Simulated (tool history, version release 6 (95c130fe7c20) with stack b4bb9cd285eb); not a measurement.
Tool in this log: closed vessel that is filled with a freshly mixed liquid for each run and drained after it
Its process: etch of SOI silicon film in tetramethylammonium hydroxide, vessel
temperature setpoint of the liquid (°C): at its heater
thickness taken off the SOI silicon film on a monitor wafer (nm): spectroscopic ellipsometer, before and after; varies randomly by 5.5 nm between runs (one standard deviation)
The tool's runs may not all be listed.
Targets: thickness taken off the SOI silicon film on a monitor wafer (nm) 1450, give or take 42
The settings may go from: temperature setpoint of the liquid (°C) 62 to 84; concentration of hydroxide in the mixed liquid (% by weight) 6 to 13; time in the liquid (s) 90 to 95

run    day  temperature setpoint of the liquid (°C)  concentration of hydroxide in the mixed liquid (% by weight)  time in the liquid (s)  thickness taken off the SOI silicon film on a monitor wafer (nm)
  1      0                                       75                                                             9                      90                                                             780.6
  2    0.1                                       75                                                             9                      95                                                             823.3
  3  0.162                                       75                                                             9                      95                                                            822.41
  4  0.504                                       75                                                             9                      95                                                            819.49
  5  0.838                                       71                                                             9                      95                                                            648.26
  6  1.204                                       71                                                             8                      95                                                            679.39
  7  1.538                                     72.5                                                             8                      95                                                            744.23
  8  1.658                                     73.5                                                             8                      95                                                            789.89
  9  1.958                                     74.5                                                             8                      95                                                            836.85
 10  2.267                                     75.5                                                             8                      95                                                            884.18
 11  2.467                                     76.5                                                             8                      95                                                            931.84
 12  2.625                                     77.5                                                             8                      95                                                            982.38
 13  2.808                                       78                                                             8                      95                                                            1020.3
 14  3.058                                     78.5                                                             8                      95                                                            1049.3
 15   3.35                                       79                                                             8                      95                                                            1075.9
 16  3.696                                     79.5                                                             8                      95                                                            1103.7
     3.767  -- thermometer replaced
 17  3.767                                     79.5                                                             8                      95                                                            1198.1
 18  3.875                                       80                                                             8                      95                                                            1232.9
 19    4.1                                       80                                                             8                      95                                                              1230
 20  4.325                                     81.5                                                             8                      95                                                            1336.5
 21  4.508                                       82                                                             8                      95                                                            1386.1

4 candidate next runs follow, results not yet known. Just one meets every target within its allowed miss. Identify it.
  A  4.692                                     82.5                                                             7                      90                                                                 ?
  B  4.692                                     82.5                                                             8                      90                                                                 ?
  C  4.692                                     83.5                                                             9                      90                                                                 ?
  D  4.692                                     83.5                                                           7.5                      90                                                                 ?

move  thickness taken off the SOI silicon film on a monitor wafer (nm)
   A                                                            1399.5
   B                                                            1347.1
   C                                                            1367.3
   D                                                            1450.2
A: nearer the targets than the last run, but a result is still out of spec
B: misses by more than the last run did
C: misses by more than the last run did
D: every result within its allowed miss
D is the move that brings every result within its allowed miss.

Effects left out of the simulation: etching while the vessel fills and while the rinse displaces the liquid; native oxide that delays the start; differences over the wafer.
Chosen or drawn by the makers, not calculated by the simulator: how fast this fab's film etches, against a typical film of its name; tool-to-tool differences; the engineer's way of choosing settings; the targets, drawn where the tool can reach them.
